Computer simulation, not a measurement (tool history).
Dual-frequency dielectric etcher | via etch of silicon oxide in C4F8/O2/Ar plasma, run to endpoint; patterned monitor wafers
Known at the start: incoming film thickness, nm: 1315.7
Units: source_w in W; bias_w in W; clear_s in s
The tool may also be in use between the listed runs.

| run | hour | source_w | bias_w | clear_s |
|---|---|---|---|---|
| 1 | 0.0 | 2480 | 1634 | 266.47 |
| 2 | 2.5 | 2480 | 1376 | 284.03 |
| 3 | 8.5 | 2480 | 1522 | 272.92 |
| 4 | 9.3 | 2280 | 1453 | 293.47 |
| 5 | 14.2 | 2010 | 1453 | 315.86 |
| 6 | 20.2 | 2010 | 1663 | 300.44 |
| 7 | 23.2 | 1910 | 1656 | 313.57 |
| 8 | 26.5 | 1510 | 1623 | 376.77 |
| 9 | 35.2 | 1560 | 1625 | 365.54 |
| 10 | 41.9 | 1600 | 1627 | 360.53 |
| 11 | 47.1 | 1630 | 1628 | 353.85 |
| 12 | 47.8 | 1830 | 1652 | 322.23 |

The next listed run, before its measurement:
| 13 | 56.4 | 1800 | 1651 | ? |

{"run 13": {"clear_s": 326.97}}
